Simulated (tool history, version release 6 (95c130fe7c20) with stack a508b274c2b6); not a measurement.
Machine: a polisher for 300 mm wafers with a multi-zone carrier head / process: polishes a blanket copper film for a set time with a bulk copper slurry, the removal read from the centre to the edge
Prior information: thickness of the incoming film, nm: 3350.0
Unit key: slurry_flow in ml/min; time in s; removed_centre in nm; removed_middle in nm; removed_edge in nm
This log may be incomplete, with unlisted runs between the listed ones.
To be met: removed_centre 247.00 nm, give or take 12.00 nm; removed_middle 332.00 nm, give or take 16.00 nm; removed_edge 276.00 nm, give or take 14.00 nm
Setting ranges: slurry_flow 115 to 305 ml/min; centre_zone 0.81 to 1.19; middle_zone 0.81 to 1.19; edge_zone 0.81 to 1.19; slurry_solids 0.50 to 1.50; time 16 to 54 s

| run | hour | slurry_flow | centre_zone | middle_zone | edge_zone | slurry_solids | time | removed_centre | removed_middle | removed_edge |
|---|---|---|---|---|---|---|---|---|---|---|
| 1 | 0.0 | 195 | 1.00 | 1.00 | 1.00 | 1.00 | 35 | 428.65 | 431.16 | 441.00 |
| 2 | 8.4 | 195 | 1.00 | 1.00 | 1.00 | 1.00 | 30 | 364.26 | 375.39 | 368.92 |
| 3 | 15.7 | 195 | 0.98 | 1.02 | 0.99 | 0.95 | 29 | 337.02 | 362.57 | 350.87 |
| 4 | 24.1 | 195 | 0.97 | 1.04 | 0.97 | 0.90 | 29 | 337.65 | 366.21 | 339.08 |
| 5 | 26.3 | 190 | 0.95 | 1.05 | 0.97 | 0.85 | 29 | 329.56 | 368.91 | 345.21 |
| 6 | 31.7 | 190 | 0.93 | 1.06 | 0.96 | 0.85 | 28 | 311.08 | 355.88 | 324.40 |
| 7 | 40.2 | 190 | 0.91 | 1.07 | 0.95 | 0.80 | 28 | 299.49 | 358.13 | 321.36 |
| 8 | 43.3 | 190 | 0.90 | 1.07 | 0.94 | 0.75 | 28 | 296.60 | 352.18 | 318.89 |
| 9 | 50.7 | 190 | 0.89 | 1.08 | 0.93 | 0.75 | 28 | 285.63 | 361.66 | 310.72 |
| 10 | 52.0 | 190 | 0.89 | 1.08 | 0.93 | 0.75 | 28 | 291.21 | 358.02 | 312.12 |
| 11 | 60.0 | 190 | 0.88 | 1.08 | 0.92 | 0.75 | 28 | 293.73 | 359.84 | 313.85 |
| 12 | 62.7 | 190 | 0.87 | 1.09 | 0.92 | 0.70 | 28 | 279.27 | 355.84 | 300.15 |
| 13 | 64.2 | 170 | 0.81 | 1.07 | 0.88 | 0.60 | 28 | 252.03 | 335.83 | 283.98 |
| 14 | 66.5 | 165 | 0.81 | 1.07 | 0.87 | 0.60 | 28 | 247.26 | 337.23 | 294.47 |
| 15 | 73.9 | 170 | 0.81 | 1.07 | 0.87 | 0.60 | 28 | 244.36 | 338.69 | 294.16 |
| 16 | 80.7 | 170 | 0.82 | 1.07 | 0.87 | 0.60 | 28 | 257.95 | 330.66 | 286.18 |

Which one of the following 5 next-run settings gets every result inside its allowed miss? There is exactly one.
| A | 87.5 | 140 | 0.85 | 1.01 | 0.85 | 0.55 | 31 | ? | ? | ? |
| B | 87.5 | 220 | 0.90 | 1.10 | 0.82 | 0.75 | 26 | ? | ? | ? |
| C | 87.5 | 135 | 0.82 | 1.09 | 0.82 | 0.65 | 28 | ? | ? | ? |
| D | 87.5 | 200 | 0.94 | 1.12 | 0.88 | 0.60 | 26 | ? | ? | ? |
| E | 87.5 | 115 | 0.82 | 1.01 | 0.93 | 0.75 | 29 | ? | ? | ? |

| move | removed_centre | removed_middle | removed_edge |
|---|---|---|---|
| A | 273.68 | 332.02 | 314.21 |
| B | 275.03 | 335.81 | 285.54 |
| C | 243.06 | 326.38 | 285.07 |
| D | 273.57 | 324.97 | 281.67 |
| E | 249.09 | 314.82 | 313.64 |
A: lands further from the targets than the last run did
B: lands further from the targets than the last run did
C: in spec on every target
D: lands further from the targets than the last run did
E: brings the result that was furthest off to its target, and leaves another outside
The right move is C.
